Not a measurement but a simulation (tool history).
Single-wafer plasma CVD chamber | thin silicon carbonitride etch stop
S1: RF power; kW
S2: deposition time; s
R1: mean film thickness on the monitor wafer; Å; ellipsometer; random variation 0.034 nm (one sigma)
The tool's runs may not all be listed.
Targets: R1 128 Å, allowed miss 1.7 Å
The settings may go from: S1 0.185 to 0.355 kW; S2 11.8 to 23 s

run  hour     S1    S2      R1
  1     0   0.27  17.4  108.78
  2   5.6  0.245  17.4   106.3
  3  12.8   0.21  17.4  103.59
  4  18.3  0.225  17.7  106.31
  5  21.7   0.24    18  109.69
  6  27.6   0.24  18.9  115.22
  7  33.7   0.25    19  116.63
  8  35.5   0.26  19.1  118.22
  9  41.7   0.27  19.2  119.64
 10  48.3   0.28  19.3  121.35
 11  54.2  0.285  19.3  121.52
 12  60.4   0.29  19.4  122.85

4 next moves are on the table. One of them brings every result within its allowed miss. Which?
  A  66.6  0.305  17.7   ?
  B  66.6   0.26  21.1   ?
  C  66.6    0.3  20.9   ?
  D  66.6  0.295  20.2   ?

move      R1
   A  112.99
   B  130.25
   C  132.94
   D  128.03
A: further off than the last run
B: takes the result that was furthest off past its target
C: takes the result that was furthest off past its target
D: meets every target
The right move is D.
